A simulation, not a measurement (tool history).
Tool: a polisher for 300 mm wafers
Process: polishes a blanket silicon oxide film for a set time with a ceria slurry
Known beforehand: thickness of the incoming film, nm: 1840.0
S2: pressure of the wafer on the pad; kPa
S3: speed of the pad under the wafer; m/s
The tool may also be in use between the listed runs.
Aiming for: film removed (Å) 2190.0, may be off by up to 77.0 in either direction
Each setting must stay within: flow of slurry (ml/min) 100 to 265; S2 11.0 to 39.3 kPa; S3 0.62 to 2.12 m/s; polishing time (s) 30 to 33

Run 1, day 0.000: flow of slurry (ml/min) 170, S2 24.8 kPa, S3 1.36 m/s, polishing time (s) 33. Result: film removed (Å) 2650.0.
Run 2, day 0.333: flow of slurry (ml/min) 190, S2 24.8 kPa, S3 1.36 m/s, polishing time (s) 33. Result: film removed (Å) 2722.2.
Run 3, day 0.629: flow of slurry (ml/min) 185, S2 24.1 kPa, S3 1.36 m/s, polishing time (s) 33. Result: film removed (Å) 2601.6.
Run 4, day 0.862: flow of slurry (ml/min) 185, S2 24.1 kPa, S3 1.36 m/s, polishing time (s) 33. Result: film removed (Å) 2679.2.
Run 5, day 0.975: flow of slurry (ml/min) 180, S2 23.4 kPa, S3 1.36 m/s, polishing time (s) 33. Result: film removed (Å) 2545.9.
Run 6, day 1.179: flow of slurry (ml/min) 180, S2 23.4 kPa, S3 1.36 m/s, polishing time (s) 33. Result: film removed (Å) 2542.9.
Run 7, day 1.542: flow of slurry (ml/min) 175, S2 22.8 kPa, S3 1.36 m/s, polishing time (s) 33. Result: film removed (Å) 2442.9.
Run 8, day 1.796: flow of slurry (ml/min) 170, S2 22.8 kPa, S3 1.36 m/s, polishing time (s) 33. Result: film removed (Å) 2419.2.
Run 9, day 2.050: flow of slurry (ml/min) 170, S2 22.8 kPa, S3 1.36 m/s, polishing time (s) 33. Result: film removed (Å) 2437.1.
Run 10, day 2.308: flow of slurry (ml/min) 165, S2 22.8 kPa, S3 1.36 m/s, polishing time (s) 33. Result: film removed (Å) 2504.6.
Run 11, day 2.379: flow of slurry (ml/min) 165, S2 18.6 kPa, S3 1.36 m/s, polishing time (s) 33. Result: film removed (Å) 2012.7.
Run 12, day 2.408: flow of slurry (ml/min) 170, S2 19.3 kPa, S3 1.36 m/s, polishing time (s) 33. Result: film removed (Å) 2099.3.

Next run, 5 choices. One meets every target within its allowed miss, the rest don't. Which?
Run A, day 2.438: flow of slurry (ml/min) 225, S2 20.7 kPa, S3 1.14 m/s, polishing time (s) 31. Result: film removed (Å) ?.
Run B, day 2.438: flow of slurry (ml/min) 180, S2 28.3 kPa, S3 1.10 m/s, polishing time (s) 30. Result: film removed (Å) ?.
Run C, day 2.438: flow of slurry (ml/min) 185, S2 19.3 kPa, S3 1.44 m/s, polishing time (s) 32. Result: film removed (Å) ?.
Run D, day 2.438: flow of slurry (ml/min) 155, S2 17.9 kPa, S3 1.42 m/s, polishing time (s) 33. Result: film removed (Å) ?.
Run E, day 2.438: flow of slurry (ml/min) 155, S2 21.4 kPa, S3 1.52 m/s, polishing time (s) 31. Result: film removed (Å) ?.

move  film removed (Å)
   A            1926.8
   B            2390.4
   C            2196.0
   D            2036.4
   E            2397.0
A: its largest miss is bigger than the last run's
B: takes the biggest miss from the last run beyond its target
C: all results in spec
D: its largest miss is bigger than the last run's
E: takes the biggest miss from the last run beyond its target
C meets every target.
